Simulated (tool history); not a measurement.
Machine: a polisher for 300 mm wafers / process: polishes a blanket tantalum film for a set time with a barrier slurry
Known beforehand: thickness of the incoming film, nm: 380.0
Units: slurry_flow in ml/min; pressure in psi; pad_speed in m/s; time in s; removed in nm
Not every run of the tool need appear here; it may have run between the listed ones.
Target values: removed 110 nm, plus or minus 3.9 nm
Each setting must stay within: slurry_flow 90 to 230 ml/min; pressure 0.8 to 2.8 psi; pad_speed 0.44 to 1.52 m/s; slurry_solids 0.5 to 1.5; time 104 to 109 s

run  hour  slurry_flow  pressure  pad_speed  slurry_solids  time  removed
  1     0          150       1.8       0.98              1   104   159.61
  2   3.3          140       1.8       0.98              1   104   161.54
  3   7.1          110       1.8       0.98              1   104   149.44
  4   9.4          110       1.7       0.98              1   104   141.91
  5  13.2          110       1.7       1.18              1   104   170.75
  6  18.9          110       1.9       1.18              1   104   187.16
  7  26.5          110       1.7       1.18              1   104   170.87
  8  28.4          110       1.6       1.18              1   104   161.46
  9  30.3          110       1.5       1.18              1   104   153.19
 10  34.6          110       1.4       1.18              1   104   143.27
 11  35.4          110       1.4       1.18              1   104    141.1
 12  42.2          110       1.3       1.18              1   104   131.41
 13  43.3          105       1.2       1.18              1   104   121.94

Exactly one of the 5 candidate moves below puts every result within its allowed miss. Which one?
  A  44.4           90       1.4          1           1.05   109        ?
  B  44.4           95       1.3       1.14            1.1   108        ?
  C  44.4           95       1.2        1.2           1.05   109        ?
  D  44.4          125       0.8        1.5           0.95   106        ?
  E  44.4          115       1.2       1.12              1   106        ?

move  removed
   A   122.63
   B   132.42
   C   128.03
   D    109.3
   E   121.07
A: its largest miss is bigger than the last run's
B: its largest miss is bigger than the last run's
C: its largest miss is bigger than the last run's
D: meets every target
E: nearer the targets than the last run, but a result is still out of spec
Move D is the one to make.
